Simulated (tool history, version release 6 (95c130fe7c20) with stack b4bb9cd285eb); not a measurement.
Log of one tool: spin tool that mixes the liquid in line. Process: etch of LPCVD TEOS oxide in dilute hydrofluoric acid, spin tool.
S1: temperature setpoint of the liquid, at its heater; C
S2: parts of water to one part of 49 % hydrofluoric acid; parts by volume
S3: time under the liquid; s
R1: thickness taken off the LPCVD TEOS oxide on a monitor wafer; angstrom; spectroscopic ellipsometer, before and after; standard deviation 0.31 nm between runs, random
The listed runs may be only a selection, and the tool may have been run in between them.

Run 1, day 0.000: S1 24.0 C, S2 65 parts by volume, S3 55 s. Result: R1 390.37 angstrom.
Run 2, day 0.188: S1 22.5 C, S2 65 parts by volume, S3 55 s. Result: R1 367.82 angstrom.
Run 3, day 0.512: S1 22.5 C, S2 45 parts by volume, S3 55 s. Result: R1 541.79 angstrom.
Run 4, day 0.658: S1 22.5 C, S2 30 parts by volume, S3 55 s. Result: R1 843.30 angstrom.
Run 5, day 0.829: S1 19.5 C, S2 30 parts by volume, S3 55 s. Result: R1 731.95 angstrom.
Run 6, day 1.100: S1 20.5 C, S2 30 parts by volume, S3 55 s. Result: R1 765.90 angstrom.
Run 7, day 1.167: S1 20.0 C, S2 30 parts by volume, S3 55 s. Result: R1 752.95 angstrom.

Predict the results of run 8:
Run 8, day 1.525: S1 19.5 C, S2 30 parts by volume, S3 55 s. Result: R1 ?.

R1: 736.99 angstrom
